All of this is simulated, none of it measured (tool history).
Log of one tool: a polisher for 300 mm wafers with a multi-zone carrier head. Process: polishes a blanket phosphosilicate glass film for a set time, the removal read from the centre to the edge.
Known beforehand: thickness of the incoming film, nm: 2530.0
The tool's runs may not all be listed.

| run | day | flow of slurry (ml/min) | pressure of the head's centre zone | pressure of the head's middle zone | pressure of the head's edge zone | abrasive content of the slurry | polishing time (s) | film removed at the wafer's centre (nm) | film removed at mid-radius (nm) | film removed at the wafer's edge (nm) |
|---|---|---|---|---|---|---|---|---|---|---|
| 1 | 0.000 | 160 | 1.00 | 1.00 | 1.00 | 1.00 | 37 | 293.15 | 279.01 | 288.98 |
| 2 | 0.371 | 160 | 1.00 | 1.00 | 1.00 | 1.00 | 28 | 220.17 | 215.74 | 222.36 |
| 3 | 0.542 | 165 | 0.99 | 1.01 | 1.03 | 1.10 | 30 | 241.36 | 240.69 | 248.29 |
| 4 | 0.683 | 185 | 0.99 | 1.01 | 1.03 | 1.10 | 30 | 243.93 | 246.08 | 247.66 |
| 5 | 0.946 | 180 | 0.98 | 1.01 | 1.05 | 1.20 | 33 | 267.74 | 273.75 | 286.85 |
| 6 | 1.117 | 175 | 0.99 | 1.02 | 1.06 | 1.25 | 35 | 300.52 | 295.44 | 304.81 |
| 7 | 1.246 | 175 | 0.98 | 1.02 | 1.08 | 1.30 | 37 | 316.78 | 312.75 | 332.40 |
|  | 1.504 | worn pad replaced by a new one |
| 8 | 1.504 | 180 | 0.97 | 1.03 | 1.09 | 1.35 | 38 | 369.12 | 380.50 | 394.99 |
| 9 | 1.542 | 185 | 0.97 | 1.03 | 1.11 | 1.35 | 38 | 365.58 | 376.03 | 406.58 |
| 10 | 1.708 | 190 | 0.97 | 1.03 | 1.11 | 1.35 | 38 | 372.24 | 394.58 | 407.39 |
| 11 | 1.742 | 200 | 0.98 | 1.00 | 1.18 | 1.40 | 38 | 387.21 | 376.34 | 427.49 |

Run 12 is up next; what results do you expect?
| 12 | 1.862 | 200 | 0.98 | 1.00 | 1.17 | 1.40 | 38 | ? | ? | ? |

{"run 12": {"film removed at the wafer's centre (nm)": 392.75, "film removed at mid-radius (nm)": 370.95, "film removed at the wafer's edge (nm)": 419.47}}
